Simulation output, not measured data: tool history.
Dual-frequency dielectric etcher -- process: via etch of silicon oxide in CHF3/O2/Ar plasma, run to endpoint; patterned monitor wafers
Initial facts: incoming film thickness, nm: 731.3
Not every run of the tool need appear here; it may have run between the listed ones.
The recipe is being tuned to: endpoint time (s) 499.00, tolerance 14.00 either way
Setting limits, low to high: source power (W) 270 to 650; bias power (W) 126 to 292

{"run": 1, "hour": 0.0, "source power (W)": 460, "bias power (W)": 209, "endpoint time (s)": 381.35}
{"run": 2, "hour": 6.1, "source power (W)": 400, "bias power (W)": 186, "endpoint time (s)": 430.14}
{"run": 3, "hour": 7.9, "source power (W)": 350, "bias power (W)": 186, "endpoint time (s)": 453.8}
{"run": 4, "hour": 8.6, "source power (W)": 400, "bias power (W)": 186, "endpoint time (s)": 431.43}
{"run": 5, "hour": 15.5, "source power (W)": 360, "bias power (W)": 181, "endpoint time (s)": 452.98}
{"run": 6, "hour": 18.4, "source power (W)": 430, "bias power (W)": 181, "endpoint time (s)": 422.71}
{"run": 7, "hour": 26.8, "source power (W)": 390, "bias power (W)": 176, "endpoint time (s)": 448.35}
{"run": 8, "hour": 35.7, "source power (W)": 290, "bias power (W)": 165, "endpoint time (s)": 524.68}
{"run": 9, "hour": 40.9, "source power (W)": 300, "bias power (W)": 166, "endpoint time (s)": 516.07}

4 next moves are on the table. One of them brings every result within its allowed miss. Which?
{"run": "A", "hour": 46.1, "source power (W)": 350, "bias power (W)": 171, "endpoint time (s)": "?"}
{"run": "B", "hour": 46.1, "source power (W)": 350, "bias power (W)": 160, "endpoint time (s)": "?"}
{"run": "C", "hour": 46.1, "source power (W)": 270, "bias power (W)": 162, "endpoint time (s)": "?"}
{"run": "D", "hour": 46.1, "source power (W)": 360, "bias power (W)": 176, "endpoint time (s)": "?"}

move=A endpoint_time_(s)=472.84
move=B endpoint_time_(s)=490.16
move=C endpoint_time_(s)=551.63
move=D endpoint_time_(s)=459.85
A: carries the result that was furthest off beyond its target, to the other side
B: every result lands within tolerance
C: lands further from the targets than the last run did
D: carries the result that was furthest off beyond its target, to the other side
Answer: B
